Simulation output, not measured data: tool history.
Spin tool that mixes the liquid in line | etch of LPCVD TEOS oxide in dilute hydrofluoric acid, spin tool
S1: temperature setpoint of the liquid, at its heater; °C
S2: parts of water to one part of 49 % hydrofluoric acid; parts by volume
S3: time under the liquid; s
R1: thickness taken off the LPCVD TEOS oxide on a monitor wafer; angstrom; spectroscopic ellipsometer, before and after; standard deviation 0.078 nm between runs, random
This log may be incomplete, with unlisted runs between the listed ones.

Run 1, hour 0: S1 23 °C, S2 80 parts by volume, S3 95 s. Result: R1 237.13 angstrom.
Run 2, hour 2.1: S1 22.5 °C, S2 80 parts by volume, S3 95 s. Result: R1 230.17 angstrom.
Run 3, hour 4.7: S1 22.5 °C, S2 80 parts by volume, S3 75 s. Result: R1 181.92 angstrom.
Run 4, hour 6.7: S1 23 °C, S2 80 parts by volume, S3 75 s. Result: R1 186.06 angstrom.
Run 5, hour 14.8: S1 23 °C, S2 80 parts by volume, S3 95 s. Result: R1 236.68 angstrom.
Run 6, hour 20.7: S1 22.5 °C, S2 80 parts by volume, S3 95 s. Result: R1 231.88 angstrom.
Run 7, hour 22.2: S1 22 °C, S2 80 parts by volume, S3 95 s. Result: R1 227.14 angstrom.
Run 8, hour 29.8: S1 21.5 °C, S2 80 parts by volume, S3 95 s. Result: R1 222.37 angstrom.

Estimate the outcome of run 9 from the log above:
Run 9, hour 35.1: S1 21 °C, S2 80 parts by volume, S3 95 s. Result: R1 ?.

{"run 9": {"R1": 215.64}}
